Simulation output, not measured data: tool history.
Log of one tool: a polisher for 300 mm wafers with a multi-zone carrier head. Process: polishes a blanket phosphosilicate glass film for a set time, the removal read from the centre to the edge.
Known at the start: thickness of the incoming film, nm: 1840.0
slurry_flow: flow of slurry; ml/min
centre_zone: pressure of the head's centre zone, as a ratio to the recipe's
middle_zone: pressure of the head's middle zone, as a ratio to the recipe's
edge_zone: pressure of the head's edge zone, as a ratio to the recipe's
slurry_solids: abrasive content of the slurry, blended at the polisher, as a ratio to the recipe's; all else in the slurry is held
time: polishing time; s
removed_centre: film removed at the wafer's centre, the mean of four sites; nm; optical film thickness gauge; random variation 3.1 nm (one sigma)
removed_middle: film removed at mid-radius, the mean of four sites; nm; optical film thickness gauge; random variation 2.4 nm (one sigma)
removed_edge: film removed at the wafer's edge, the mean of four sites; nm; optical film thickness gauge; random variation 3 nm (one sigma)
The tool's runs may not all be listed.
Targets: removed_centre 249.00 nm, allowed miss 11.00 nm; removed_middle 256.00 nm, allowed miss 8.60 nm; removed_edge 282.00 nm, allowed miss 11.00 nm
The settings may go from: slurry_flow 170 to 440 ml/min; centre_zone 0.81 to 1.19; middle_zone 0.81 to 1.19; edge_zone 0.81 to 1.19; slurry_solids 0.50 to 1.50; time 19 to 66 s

Run 1, day 0.000: slurry_flow 280 ml/min, centre_zone 1.00, middle_zone 1.00, edge_zone 1.00, slurry_solids 1.00, time 42 s. Result: removed_centre 381.70 nm, removed_middle 383.41 nm, removed_edge 402.70 nm.
Run 2, day 0.325: slurry_flow 275 ml/min, centre_zone 0.97, middle_zone 0.97, edge_zone 0.97, slurry_solids 0.85, time 41 s. Result: removed_centre 338.45 nm, removed_middle 335.97 nm, removed_edge 361.24 nm.
Run 3, day 0.517: slurry_flow 270 ml/min, centre_zone 0.94, middle_zone 0.95, edge_zone 0.94, slurry_solids 0.75, time 40 s. Result: removed_centre 304.12 nm, removed_middle 312.64 nm, removed_edge 326.90 nm.
Run 4, day 0.804: slurry_flow 270 ml/min, centre_zone 0.94, middle_zone 0.88, edge_zone 0.94, slurry_solids 0.75, time 40 s. Result: removed_centre 300.89 nm, removed_middle 287.92 nm, removed_edge 326.95 nm.
Run 5, day 0.988: slurry_flow 265 ml/min, centre_zone 0.91, middle_zone 0.87, edge_zone 0.91, slurry_solids 0.70, time 40 s. Result: removed_centre 285.18 nm, removed_middle 279.96 nm, removed_edge 311.92 nm.
Run 6, day 1.221: slurry_flow 240 ml/min, centre_zone 0.91, middle_zone 0.87, edge_zone 0.91, slurry_solids 0.70, time 40 s. Result: removed_centre 277.03 nm, removed_middle 276.89 nm, removed_edge 309.26 nm.
Run 7, day 1.588: slurry_flow 230 ml/min, centre_zone 0.90, middle_zone 0.86, edge_zone 0.89, slurry_solids 0.70, time 40 s. Result: removed_centre 281.52 nm, removed_middle 274.34 nm, removed_edge 297.11 nm.
Run 8, day 1.612: slurry_flow 225 ml/min, centre_zone 0.88, middle_zone 0.85, edge_zone 0.89, slurry_solids 0.70, time 40 s. Result: removed_centre 261.59 nm, removed_middle 264.81 nm, removed_edge 309.74 nm.
Run 9, day 1.967: slurry_flow 220 ml/min, centre_zone 0.88, middle_zone 0.85, edge_zone 0.87, slurry_solids 0.70, time 40 s. Result: removed_centre 264.50 nm, removed_middle 273.26 nm, removed_edge 298.49 nm.
Run 10, day 2.154: slurry_flow 215 ml/min, centre_zone 0.87, middle_zone 0.84, edge_zone 0.86, slurry_solids 0.70, time 40 s. Result: removed_centre 264.15 nm, removed_middle 262.59 nm, removed_edge 297.44 nm.
Run 11, day 2.275: slurry_flow 210 ml/min, centre_zone 0.86, middle_zone 0.84, edge_zone 0.85, slurry_solids 0.70, time 40 s. Result: removed_centre 252.41 nm, removed_middle 256.84 nm, removed_edge 297.15 nm.
Run 12, day 2.467: slurry_flow 205 ml/min, centre_zone 0.86, middle_zone 0.85, edge_zone 0.84, slurry_solids 0.70, time 40 s. Result: removed_centre 259.56 nm, removed_middle 259.97 nm, removed_edge 286.14 nm.

5 next moves are on the table. One of them brings every result within its allowed miss. Which?
Run A, day 2.658: slurry_flow 205 ml/min, centre_zone 0.98, middle_zone 0.81, edge_zone 0.81, slurry_solids 0.80, time 37 s. Result: removed_centre ?, removed_middle ?, removed_edge ?.
Run B, day 2.658: slurry_flow 210 ml/min, centre_zone 0.93, middle_zone 0.96, edge_zone 0.81, slurry_solids 0.70, time 36 s. Result: removed_centre ?, removed_middle ?, removed_edge ?.
Run C, day 2.658: slurry_flow 180 ml/min, centre_zone 0.93, middle_zone 0.82, edge_zone 0.81, slurry_solids 0.75, time 40 s. Result: removed_centre ?, removed_middle ?, removed_edge ?.
Run D, day 2.658: slurry_flow 250 ml/min, centre_zone 0.92, middle_zone 0.81, edge_zone 0.82, slurry_solids 0.75, time 38 s. Result: removed_centre ?, removed_middle ?, removed_edge ?.
Run E, day 2.658: slurry_flow 205 ml/min, centre_zone 0.89, middle_zone 0.88, edge_zone 0.87, slurry_solids 0.70, time 38 s. Result: removed_centre ?, removed_middle ?, removed_edge ?.

move  removed_centre  removed_middle  removed_edge
   A          292.15          248.75        286.27
   B          255.90          263.92        263.04
   C          284.32          258.53        296.32
   D          283.38          256.13        293.77
   E          257.19          258.15        286.01
A: further off than the last run
B: brings the result that was furthest off to its target, and leaves another outside
C: further off than the last run
D: further off than the last run
E: meets every target
Answer: E
